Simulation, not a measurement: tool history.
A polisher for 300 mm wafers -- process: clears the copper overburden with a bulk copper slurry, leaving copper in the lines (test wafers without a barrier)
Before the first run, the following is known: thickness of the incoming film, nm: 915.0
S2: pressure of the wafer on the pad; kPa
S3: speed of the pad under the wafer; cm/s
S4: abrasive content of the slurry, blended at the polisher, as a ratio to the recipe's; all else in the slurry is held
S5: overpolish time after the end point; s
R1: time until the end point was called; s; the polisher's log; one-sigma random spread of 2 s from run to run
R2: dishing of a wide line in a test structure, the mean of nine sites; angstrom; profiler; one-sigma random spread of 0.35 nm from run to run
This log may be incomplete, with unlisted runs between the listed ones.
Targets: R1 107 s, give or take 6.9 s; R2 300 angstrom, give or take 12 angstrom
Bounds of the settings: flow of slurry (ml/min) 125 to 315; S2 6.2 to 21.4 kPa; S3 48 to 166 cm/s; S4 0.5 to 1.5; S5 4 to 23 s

{"run": 1, "hour": 0.0, "flow of slurry (ml/min)": 205, "S2": 13.8, "S3": 106, "S4": 1, "S5": 12, "R1": 143.35, "R2": 478.95}
{"run": 2, "hour": 2.2, "flow of slurry (ml/min)": 205, "S2": 13.8, "S3": 80, "S4": 1, "S5": 12, "R1": 181.26, "R2": 402.32}
{"run": 3, "hour": 8.1, "flow of slurry (ml/min)": 205, "S2": 13.8, "S3": 100, "S4": 1, "S5": 12, "R1": 151.91, "R2": 465.85}
{"run": 4, "hour": 16.5, "flow of slurry (ml/min)": 205, "S2": 13.8, "S3": 116, "S4": 1, "S5": 12, "R1": 139.58, "R2": 513.11}
{"run": 5, "hour": 19.3, "flow of slurry (ml/min)": 220, "S2": 13.8, "S3": 112, "S4": 1.05, "S5": 11, "R1": 136.23, "R2": 466.6}
{"run": 6, "hour": 23.0, "flow of slurry (ml/min)": 230, "S2": 13.8, "S3": 112, "S4": 1.1, "S5": 10, "R1": 133.38, "R2": 447.16}
{"run": 7, "hour": 30.4, "flow of slurry (ml/min)": 240, "S2": 13.8, "S3": 112, "S4": 1.15, "S5": 9, "R1": 136.46, "R2": 402.74}
{"run": 8, "hour": 31.2, "flow of slurry (ml/min)": 295, "S2": 14.5, "S3": 132, "S4": 1.4, "S5": 4, "R1": 105.07, "R2": 247.28}
{"run": 9, "hour": 35.8, "flow of slurry (ml/min)": 295, "S2": 14.5, "S3": 132, "S4": 1.4, "S5": 4, "R1": 104.99, "R2": 248.13}
{"run": 10, "hour": 40.0, "flow of slurry (ml/min)": 295, "S2": 14.5, "S3": 132, "S4": 1.4, "S5": 4, "R1": 104.57, "R2": 252.21}
{"run": 11, "hour": 49.0, "flow of slurry (ml/min)": 290, "S2": 14.5, "S3": 132, "S4": 1.35, "S5": 4, "R1": 105.09, "R2": 247.27}
{"run": 12, "hour": 54.2, "flow of slurry (ml/min)": 280, "S2": 14.5, "S3": 132, "S4": 1.35, "S5": 4, "R1": 103.98, "R2": 244.97}
{"run": 13, "hour": 55.3, "flow of slurry (ml/min)": 280, "S2": 14.5, "S3": 130, "S4": 1.35, "S5": 4, "R1": 106.02, "R2": 243.68}

Which of these 5 next moves meets every target?
{"run": "A", "hour": 56.4, "flow of slurry (ml/min)": 280, "S2": 11.7, "S3": 134, "S4": 1.4, "S5": 6, "R1": "?", "R2": "?"}
{"run": "B", "hour": 56.4, "flow of slurry (ml/min)": 240, "S2": 14.5, "S3": 116, "S4": 1.25, "S5": 5, "R1": "?", "R2": "?"}
{"run": "C", "hour": 56.4, "flow of slurry (ml/min)": 270, "S2": 11.7, "S3": 138, "S4": 1.4, "S5": 6, "R1": "?", "R2": "?"}
{"run": "D", "hour": 56.4, "flow of slurry (ml/min)": 300, "S2": 15.9, "S3": 118, "S4": 1.4, "S5": 5, "R1": "?", "R2": "?"}
{"run": "E", "hour": 56.4, "flow of slurry (ml/min)": 315, "S2": 14.5, "S3": 118, "S4": 1.05, "S5": 5, "R1": "?", "R2": "?"}

move=A R1=133.76 R2=297.5
move=B R1=127.13 R2=267.97
move=C R1=131.08 R2=302.79
move=D R1=109.78 R2=306.79
move=E R1=126 R2=270.12
A: the worst result of the last run now meets its target, but another is out of spec
B: closes in on the targets versus the last run, not all within tolerance yet
C: the worst result of the last run now meets its target, but another is out of spec
D: meets every target
E: closes in on the targets versus the last run, not all within tolerance yet
Go with D: it meets all targets.
